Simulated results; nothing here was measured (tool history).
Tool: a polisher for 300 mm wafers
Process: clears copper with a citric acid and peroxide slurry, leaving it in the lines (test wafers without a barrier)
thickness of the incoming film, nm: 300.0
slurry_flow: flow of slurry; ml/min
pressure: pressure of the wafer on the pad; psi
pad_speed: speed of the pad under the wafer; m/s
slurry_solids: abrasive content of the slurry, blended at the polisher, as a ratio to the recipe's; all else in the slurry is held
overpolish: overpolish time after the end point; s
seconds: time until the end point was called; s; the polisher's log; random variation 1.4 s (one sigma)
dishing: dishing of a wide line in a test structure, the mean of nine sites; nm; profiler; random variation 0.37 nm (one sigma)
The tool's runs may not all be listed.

run	hour	slurry_flow	pressure	pad_speed	slurry_solids	overpolish	seconds	dishing
1	0.0	260	2.7	1.00	1.0	15	139.830	24.498
2	1.9	260	2.8	1.02	1.0	14	126.160	24.323
3	8.8	260	2.8	1.02	1.0	9	132.790	15.357
4	15.0	260	3.3	1.02	1.0	9	109.340	18.827
# hour 22.1: worn pad replaced by a new one
5	22.1	260	3.6	1.02	1.0	9	91.502	22.099
6	25.5	260	3.4	1.02	1.0	9	95.249	20.663

Forecast run 7:
7	31.3	260	3.5	1.02	1.0	8	?	?

seconds: 94.896 s
dishing: 19.100 nm
